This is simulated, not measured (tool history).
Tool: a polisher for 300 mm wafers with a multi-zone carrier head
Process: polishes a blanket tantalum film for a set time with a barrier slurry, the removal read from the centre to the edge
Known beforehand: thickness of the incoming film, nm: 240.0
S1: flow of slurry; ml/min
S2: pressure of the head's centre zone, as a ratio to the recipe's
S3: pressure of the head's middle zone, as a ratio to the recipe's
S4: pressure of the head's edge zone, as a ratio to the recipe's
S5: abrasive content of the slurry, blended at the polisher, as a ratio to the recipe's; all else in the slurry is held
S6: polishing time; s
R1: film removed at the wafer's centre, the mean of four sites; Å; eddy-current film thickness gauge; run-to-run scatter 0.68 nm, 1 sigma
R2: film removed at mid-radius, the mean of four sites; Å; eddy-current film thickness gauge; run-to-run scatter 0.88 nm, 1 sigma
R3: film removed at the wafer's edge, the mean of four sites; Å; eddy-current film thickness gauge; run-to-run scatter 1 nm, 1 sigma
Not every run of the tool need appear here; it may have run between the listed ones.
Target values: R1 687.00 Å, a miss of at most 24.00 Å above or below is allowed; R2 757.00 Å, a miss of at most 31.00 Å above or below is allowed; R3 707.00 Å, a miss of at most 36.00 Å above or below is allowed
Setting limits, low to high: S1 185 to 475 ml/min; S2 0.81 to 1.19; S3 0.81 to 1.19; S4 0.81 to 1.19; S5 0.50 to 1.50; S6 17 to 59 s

Run 1, hour 0.0: S1 305 ml/min, S2 1.00, S3 1.00, S4 1.00, S5 1.00, S6 38 s. Result: R1 1013.10 Å, R2 1034.40 Å, R3 967.30 Å.
Run 2, hour 3.1: S1 305 ml/min, S2 0.97, S3 0.99, S4 0.98, S5 0.90, S6 37 s. Result: R1 922.58 Å, R2 957.95 Å, R3 908.90 Å.
Run 3, hour 10.8: S1 305 ml/min, S2 0.95, S3 0.99, S4 0.96, S5 0.80, S6 36 s. Result: R1 824.37 Å, R2 873.78 Å, R3 805.35 Å.
Run 4, hour 11.5: S1 300 ml/min, S2 0.93, S3 0.97, S4 0.94, S5 0.80, S6 36 s. Result: R1 808.22 Å, R2 874.71 Å, R3 810.99 Å.
Run 5, hour 16.3: S1 300 ml/min, S2 0.86, S3 0.97, S4 0.94, S5 0.80, S6 36 s. Result: R1 771.01 Å, R2 871.90 Å, R3 791.95 Å.
Run 6, hour 16.8: S1 300 ml/min, S2 0.85, S3 0.95, S4 0.92, S5 0.75, S6 36 s. Result: R1 741.59 Å, R2 808.14 Å, R3 793.79 Å.
Run 7, hour 18.1: S1 300 ml/min, S2 0.85, S3 0.96, S4 0.90, S5 0.70, S6 36 s. Result: R1 715.80 Å, R2 808.35 Å, R3 728.36 Å.
Run 8, hour 24.2: S1 300 ml/min, S2 0.85, S3 0.95, S4 0.89, S5 0.70, S6 36 s. Result: R1 713.25 Å, R2 808.35 Å, R3 728.63 Å.
Run 9, hour 25.0: S1 300 ml/min, S2 0.85, S3 0.94, S4 0.88, S5 0.70, S6 36 s. Result: R1 697.77 Å, R2 777.71 Å, R3 720.55 Å.

Exercise: of the 5 proposed moves below, exactly one satisfies all targets within the stated allowed misses. Which move is it?
Run A, hour 25.8: S1 240 ml/min, S2 0.90, S3 0.97, S4 0.93, S5 0.75, S6 33 s. Result: R1 ?, R2 ?, R3 ?.
Run B, hour 25.8: S1 310 ml/min, S2 0.89, S3 0.98, S4 0.82, S5 0.90, S6 32 s. Result: R1 ?, R2 ?, R3 ?.
Run C, hour 25.8: S1 225 ml/min, S2 0.90, S3 1.13, S4 0.87, S5 0.70, S6 36 s. Result: R1 ?, R2 ?, R3 ?.
Run D, hour 25.8: S1 295 ml/min, S2 0.91, S3 0.89, S4 0.89, S5 0.85, S6 32 s. Result: R1 ?, R2 ?, R3 ?.
Run E, hour 25.8: S1 280 ml/min, S2 0.81, S3 0.99, S4 0.91, S5 0.65, S6 36 s. Result: R1 ?, R2 ?, R3 ?.

move      R1      R2      R3
   A  680.00  754.02  693.84
   B  738.83  829.08  710.49
   C  706.31  864.78  699.65
   D  728.13  757.26  716.35
   E  642.29  780.03  697.68
A: in spec on every target
B: moves away from the targets compared with the last run
C: moves away from the targets compared with the last run
D: gets the furthest-off result to its target, but another result is out of tolerance
E: gets the furthest-off result to its target, but another result is out of tolerance
Answer: A
